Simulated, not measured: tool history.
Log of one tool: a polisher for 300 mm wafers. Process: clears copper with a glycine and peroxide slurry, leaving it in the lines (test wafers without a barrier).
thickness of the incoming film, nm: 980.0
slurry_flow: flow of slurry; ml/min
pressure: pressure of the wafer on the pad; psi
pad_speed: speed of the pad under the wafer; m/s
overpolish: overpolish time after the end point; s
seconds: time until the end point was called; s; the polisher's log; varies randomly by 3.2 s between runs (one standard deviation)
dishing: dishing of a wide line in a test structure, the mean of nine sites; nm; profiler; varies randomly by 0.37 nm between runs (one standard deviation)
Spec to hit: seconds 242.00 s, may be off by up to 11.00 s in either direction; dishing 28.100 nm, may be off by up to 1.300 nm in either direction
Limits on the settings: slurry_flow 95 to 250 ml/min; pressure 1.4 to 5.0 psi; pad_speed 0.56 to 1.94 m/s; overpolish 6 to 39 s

run	day	slurry_flow	pressure	pad_speed	overpolish	seconds	dishing
1	0.000	160	3.2	1.24	20	142.46	85.143
2	0.308	155	2.8	1.22	17	163.00	68.846
3	0.679	165	2.5	1.18	15	181.99	56.730
4	0.796	165	2.5	1.50	15	148.17	65.105
5	1.071	185	2.3	1.42	13	168.34	54.529
6	1.175	185	2.3	1.42	21	164.26	78.274
7	1.525	190	2.1	1.38	18	183.83	63.355
8	1.604	235	1.4	1.22	8	268.29	22.889
9	1.908	225	1.5	1.22	8	257.92	23.617
10	2.200	215	1.5	1.22	8	252.62	22.908
11	2.233	220	1.6	1.22	8	249.20	24.129

Pick the move, out of 5, that brings all results within their allowed miss; only one does.
A	2.267	205	1.5	1.20	10	?	?
B	2.267	225	1.4	1.44	9	?	?
C	2.267	200	1.8	1.02	11	?	?
D	2.267	215	1.9	1.02	7	?	?
E	2.267	160	1.5	1.34	11	?	?

move	seconds	dishing
A	266.05	28.238
B	241.09	27.910
C	263.00	31.356
D	249.95	21.672
E	254.28	31.979
A: brings the last run's worst result on target, with another outside its allowed miss
B: in spec on every target
C: pushes the last run's worst result past its target
D: the biggest miss grows against the last run
E: pushes the last run's worst result past its target
Answer: B
